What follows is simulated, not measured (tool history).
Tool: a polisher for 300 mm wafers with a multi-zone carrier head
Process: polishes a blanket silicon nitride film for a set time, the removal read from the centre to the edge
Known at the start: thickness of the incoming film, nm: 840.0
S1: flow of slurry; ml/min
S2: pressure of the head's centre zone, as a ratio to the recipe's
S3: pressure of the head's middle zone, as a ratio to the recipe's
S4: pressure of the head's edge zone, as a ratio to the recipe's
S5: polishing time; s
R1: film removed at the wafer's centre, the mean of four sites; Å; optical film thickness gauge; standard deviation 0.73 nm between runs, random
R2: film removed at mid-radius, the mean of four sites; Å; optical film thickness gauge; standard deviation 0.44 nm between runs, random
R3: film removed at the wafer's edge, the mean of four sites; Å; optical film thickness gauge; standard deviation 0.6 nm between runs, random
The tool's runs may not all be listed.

run	hour	S1	S2	S3	S4	S5	R1	R2	R3
1	0.0	150	1.00	1.00	1.00	41	377.45	365.10	377.45
2	8.5	120	1.00	1.00	1.00	41	353.66	346.99	358.54
3	12.7	130	1.02	1.02	1.01	42	371.18	363.44	377.29
4	14.2	130	0.99	1.02	1.01	42	360.80	366.64	378.92
5	20.5	130	0.99	0.99	1.01	42	366.93	360.46	375.92
6	24.7	140	1.01	1.01	1.00	43	385.28	380.39	386.62
7	33.3	150	1.03	1.02	1.00	44	412.11	396.75	408.21

Run 8 is up next; what results do you expect?
8	41.7	160	1.04	1.04	0.99	45	?	?	?

Run 8 came out at R1 421.10 Å, R2 418.95 Å, R3 409.11 Å.

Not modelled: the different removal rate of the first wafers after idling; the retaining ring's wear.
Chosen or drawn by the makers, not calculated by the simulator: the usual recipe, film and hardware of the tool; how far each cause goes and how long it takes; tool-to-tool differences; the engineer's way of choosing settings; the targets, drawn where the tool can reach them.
